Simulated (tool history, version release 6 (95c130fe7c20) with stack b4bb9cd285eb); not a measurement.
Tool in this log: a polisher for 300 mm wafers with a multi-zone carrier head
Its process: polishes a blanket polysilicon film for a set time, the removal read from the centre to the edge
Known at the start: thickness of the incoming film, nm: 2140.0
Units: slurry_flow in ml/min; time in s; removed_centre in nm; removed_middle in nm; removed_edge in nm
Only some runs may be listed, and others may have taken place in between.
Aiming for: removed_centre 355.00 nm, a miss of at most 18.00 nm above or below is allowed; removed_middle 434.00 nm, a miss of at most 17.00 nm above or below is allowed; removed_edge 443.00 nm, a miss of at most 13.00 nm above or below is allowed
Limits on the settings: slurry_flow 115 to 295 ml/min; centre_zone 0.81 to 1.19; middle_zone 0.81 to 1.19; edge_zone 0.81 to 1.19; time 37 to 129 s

run	day	slurry_flow	centre_zone	middle_zone	edge_zone	time	removed_centre	removed_middle	removed_edge
1	0.000	190	1.00	1.00	1.00	83	403.83	382.98	374.39
2	0.062	190	0.95	1.00	1.00	83	392.56	390.90	376.61
3	0.421	180	0.93	1.01	1.03	84	372.83	386.05	384.13
4	0.583	185	0.91	1.02	1.05	85	387.24	396.89	387.11
5	0.792	185	0.87	1.02	1.05	85	372.52	396.43	397.66
6	1.162	185	0.87	0.94	1.05	85	357.58	376.49	395.73
7	1.338	175	0.86	0.96	1.06	87	367.53	385.36	400.21
8	1.392	195	0.85	0.98	1.08	86	355.18	389.10	404.26
9	1.629	195	0.85	0.98	1.08	86	359.22	392.73	407.47
10	1.742	205	0.84	0.99	1.09	86	358.94	397.63	411.04
11	1.804	215	0.84	1.00	1.10	86	366.50	407.45	408.51
12	2.021	210	0.84	1.01	1.11	87	369.00	415.11	415.58
# day 2.350: centre zone pressure recalibrated
13	2.350	215	0.84	1.00	1.12	87	332.41	405.02	415.03

Of the 5 settings listed for the next run, only one would bring every result within its allowed miss of target. Which one?
A	2.679	215	0.87	1.19	1.14	82	?	?	?
B	2.679	195	0.86	0.98	1.03	79	?	?	?
C	2.679	160	0.83	1.01	1.08	96	?	?	?
D	2.679	180	0.81	0.85	1.02	97	?	?	?
E	2.679	155	0.81	0.85	1.00	99	?	?	?

move	removed_centre	removed_middle	removed_edge
A	327.33	443.07	398.67
B	306.94	360.99	364.92
C	348.63	436.66	443.10
D	350.13	392.92	443.33
E	348.46	392.16	441.43
A: lands further from the targets than the last run did
B: lands further from the targets than the last run did
C: all results in spec
D: corrects the largest miss of the last run, while another result sits out of spec
E: corrects the largest miss of the last run, while another result sits out of spec
C meets every target.
